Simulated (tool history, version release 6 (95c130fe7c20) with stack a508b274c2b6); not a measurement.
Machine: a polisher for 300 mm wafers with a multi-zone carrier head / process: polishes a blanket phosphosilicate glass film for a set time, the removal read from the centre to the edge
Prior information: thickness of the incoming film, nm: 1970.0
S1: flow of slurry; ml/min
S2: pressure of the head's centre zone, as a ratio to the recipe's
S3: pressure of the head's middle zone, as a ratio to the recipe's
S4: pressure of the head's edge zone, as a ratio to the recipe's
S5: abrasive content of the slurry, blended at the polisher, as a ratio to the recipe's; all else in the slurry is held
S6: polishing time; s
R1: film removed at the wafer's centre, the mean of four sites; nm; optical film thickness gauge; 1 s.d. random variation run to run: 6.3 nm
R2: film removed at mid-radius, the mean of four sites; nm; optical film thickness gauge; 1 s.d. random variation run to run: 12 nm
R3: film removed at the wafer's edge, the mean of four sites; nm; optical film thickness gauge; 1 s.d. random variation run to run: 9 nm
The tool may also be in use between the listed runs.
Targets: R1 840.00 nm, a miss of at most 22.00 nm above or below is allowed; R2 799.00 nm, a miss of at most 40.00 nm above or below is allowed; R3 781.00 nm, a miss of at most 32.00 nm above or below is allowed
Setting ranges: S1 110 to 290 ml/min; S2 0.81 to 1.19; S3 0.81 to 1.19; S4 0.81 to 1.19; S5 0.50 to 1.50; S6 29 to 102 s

| run | hour | S1 | S2 | S3 | S4 | S5 | S6 | R1 | R2 | R3 |
|---|---|---|---|---|---|---|---|---|---|---|
| 1 | 0.0 | 185 | 1.00 | 1.00 | 1.00 | 1.00 | 65 | 601.23 | 582.72 | 578.05 |
| 2 | 0.7 | 190 | 1.02 | 1.02 | 1.02 | 1.05 | 65 | 616.21 | 614.69 | 585.73 |
| 3 | 3.3 | 195 | 1.03 | 1.01 | 1.03 | 1.15 | 66 | 652.43 | 635.17 | 626.32 |
| 4 | 12.1 | 195 | 1.03 | 1.01 | 1.03 | 0.95 | 66 | 611.23 | 595.80 | 583.64 |
| 5 | 18.0 | 200 | 1.05 | 1.01 | 1.05 | 1.05 | 66 | 656.37 | 606.29 | 615.87 |
| 6 | 23.9 | 225 | 1.05 | 1.01 | 1.05 | 1.05 | 66 | 650.72 | 627.25 | 613.03 |
| 7 | 29.6 | 225 | 1.06 | 1.02 | 1.06 | 1.15 | 66 | 676.17 | 650.11 | 639.23 |
| 8 | 31.9 | 225 | 1.07 | 1.03 | 1.07 | 1.20 | 67 | 704.76 | 656.91 | 667.62 |
| 9 | 34.4 | 230 | 1.08 | 1.05 | 1.07 | 1.25 | 67 | 728.10 | 690.16 | 674.16 |
| 10 | 39.1 | 230 | 1.09 | 1.06 | 1.08 | 1.30 | 67 | 735.17 | 714.98 | 683.02 |
| 11 | 43.3 | 230 | 1.10 | 1.06 | 1.09 | 1.35 | 67 | 758.74 | 723.25 | 693.73 |
| 12 | 45.1 | 255 | 1.10 | 1.08 | 1.18 | 1.50 | 68 | 805.07 | 785.20 | 761.16 |

Exactly one of the 4 candidate moves below puts every result within its allowed miss. Which one?
| A | 46.9 | 260 | 1.03 | 0.95 | 1.19 | 1.50 | 70 | ? | ? | ? |
| B | 46.9 | 245 | 1.13 | 1.10 | 1.18 | 1.50 | 70 | ? | ? | ? |
| C | 46.9 | 275 | 1.00 | 1.03 | 1.19 | 1.50 | 71 | ? | ? | ? |
| D | 46.9 | 245 | 0.95 | 1.11 | 1.19 | 1.50 | 72 | ? | ? | ? |

| move | R1 | R2 | R3 |
|---|---|---|---|
| A | 777.18 | 699.25 | 794.22 |
| B | 834.96 | 786.24 | 785.58 |
| C | 774.58 | 763.81 | 808.27 |
| D | 743.02 | 815.63 | 811.19 |
A: its largest miss is bigger than the last run's
B: hits every target within its allowed miss
C: its largest miss is bigger than the last run's
D: its largest miss is bigger than the last run's
Answer: B

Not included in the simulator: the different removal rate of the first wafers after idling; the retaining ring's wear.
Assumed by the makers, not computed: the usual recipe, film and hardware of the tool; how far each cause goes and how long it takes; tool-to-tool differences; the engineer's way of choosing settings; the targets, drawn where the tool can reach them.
